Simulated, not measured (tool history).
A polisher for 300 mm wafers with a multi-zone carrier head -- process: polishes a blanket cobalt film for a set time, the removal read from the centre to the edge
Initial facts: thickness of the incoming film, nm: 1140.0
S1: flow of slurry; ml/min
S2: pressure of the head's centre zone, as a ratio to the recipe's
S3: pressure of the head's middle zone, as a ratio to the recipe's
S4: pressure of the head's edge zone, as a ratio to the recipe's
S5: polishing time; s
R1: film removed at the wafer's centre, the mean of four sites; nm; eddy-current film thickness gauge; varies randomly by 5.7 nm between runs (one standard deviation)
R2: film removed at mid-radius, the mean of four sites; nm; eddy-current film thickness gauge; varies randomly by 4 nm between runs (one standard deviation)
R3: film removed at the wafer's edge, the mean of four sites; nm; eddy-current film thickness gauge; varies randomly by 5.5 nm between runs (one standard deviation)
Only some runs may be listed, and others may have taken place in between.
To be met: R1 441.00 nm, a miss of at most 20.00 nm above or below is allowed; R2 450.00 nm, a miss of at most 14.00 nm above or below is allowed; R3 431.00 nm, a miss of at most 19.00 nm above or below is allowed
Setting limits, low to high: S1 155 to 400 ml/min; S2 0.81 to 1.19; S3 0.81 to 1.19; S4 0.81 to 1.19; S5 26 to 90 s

run	day	S1	S2	S3	S4	S5	R1	R2	R3
1	0.000	255	1.00	1.00	1.00	58	328.67	331.63	323.95
2	0.246	255	1.00	1.00	0.92	58	331.42	334.00	322.51
3	0.375	195	1.00	1.00	0.92	58	305.30	319.68	305.37
4	0.442	155	1.00	1.00	0.92	58	295.99	303.62	302.42
5	0.688	155	1.00	1.00	0.99	58	297.45	303.34	312.83
6	1.012	155	1.00	0.92	0.99	58	290.81	285.37	309.37
7	1.104	165	1.00	0.94	1.00	59	306.47	296.77	321.69
8	1.171	175	1.00	0.96	1.01	60	319.19	314.01	320.34
9	1.358	180	0.99	0.96	1.02	62	324.55	323.46	342.85
10	1.688	190	0.99	0.97	1.03	63	342.85	334.41	351.43
11	2.050	200	0.99	0.98	1.04	64	345.85	349.46	353.86

Which single option among these 4 for the next run brings every result within its allowed miss of target? Just one does.
A	2.412	235	1.03	1.04	1.00	77	?	?	?
B	2.412	225	0.88	1.02	0.94	78	?	?	?
C	2.412	185	0.92	0.96	1.05	77	?	?	?
D	2.412	280	1.19	1.08	1.01	75	?	?	?

move	R1	R2	R3
A	429.08	445.98	432.77
B	393.34	441.91	427.49
C	384.15	401.35	428.35
D	468.84	458.23	429.77
A: all results in spec
B: the worst result of the last run now meets its target, but another is out of spec
C: gains on the last run, yet a result remains outside its allowed miss
D: the worst result of the last run now meets its target, but another is out of spec
Answer: A
